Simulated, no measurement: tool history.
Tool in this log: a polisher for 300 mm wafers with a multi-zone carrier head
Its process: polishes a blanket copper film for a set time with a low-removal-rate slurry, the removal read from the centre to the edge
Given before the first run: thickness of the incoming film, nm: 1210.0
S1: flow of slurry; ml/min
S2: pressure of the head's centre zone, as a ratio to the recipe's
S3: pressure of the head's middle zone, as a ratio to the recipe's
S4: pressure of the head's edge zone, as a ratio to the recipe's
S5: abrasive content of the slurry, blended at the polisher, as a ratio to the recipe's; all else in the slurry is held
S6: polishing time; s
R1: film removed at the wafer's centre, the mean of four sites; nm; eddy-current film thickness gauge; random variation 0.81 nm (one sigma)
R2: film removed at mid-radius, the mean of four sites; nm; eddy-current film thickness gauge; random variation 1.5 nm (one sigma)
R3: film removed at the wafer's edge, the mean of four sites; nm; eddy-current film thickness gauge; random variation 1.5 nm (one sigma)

Run 1, hour 0.0: S1 200 ml/min, S2 1.00, S3 1.00, S4 1.00, S5 1.00, S6 75 s. Result: R1 242.08 nm, R2 244.33 nm, R3 238.20 nm.
Run 2, hour 6.7: S1 200 ml/min, S2 1.00, S3 1.00, S4 1.00, S5 1.00, S6 65 s. Result: R1 210.32 nm, R2 212.02 nm, R3 206.86 nm.
Run 3, hour 7.8: S1 200 ml/min, S2 1.00, S3 1.06, S4 1.00, S5 1.00, S6 65 s. Result: R1 208.42 nm, R2 219.24 nm, R3 212.80 nm.
Run 4, hour 12.3: S1 200 ml/min, S2 0.98, S3 1.04, S4 0.97, S5 0.90, S6 61 s. Result: R1 189.29 nm, R2 200.49 nm, R3 188.97 nm.
Run 5, hour 16.0: S1 195 ml/min, S2 0.96, S3 1.02, S4 0.95, S5 0.85, S6 58 s. Result: R1 174.25 nm, R2 184.12 nm, R3 170.05 nm.
Run 6, hour 20.8: S1 195 ml/min, S2 0.96, S3 1.02, S4 1.01, S5 0.85, S6 58 s. Result: R1 174.46 nm, R2 180.47 nm, R3 179.00 nm.

Run 7 has not been measured yet. What should we expect?
Run 7, hour 27.6: S1 190 ml/min, S2 0.94, S3 1.01, S4 0.99, S5 0.80, S6 56 s. Result: R1 ?, R2 ?, R3 ?.

Run 7 came out at R1 160.97 nm, R2 169.05 nm, R3 169.24 nm.
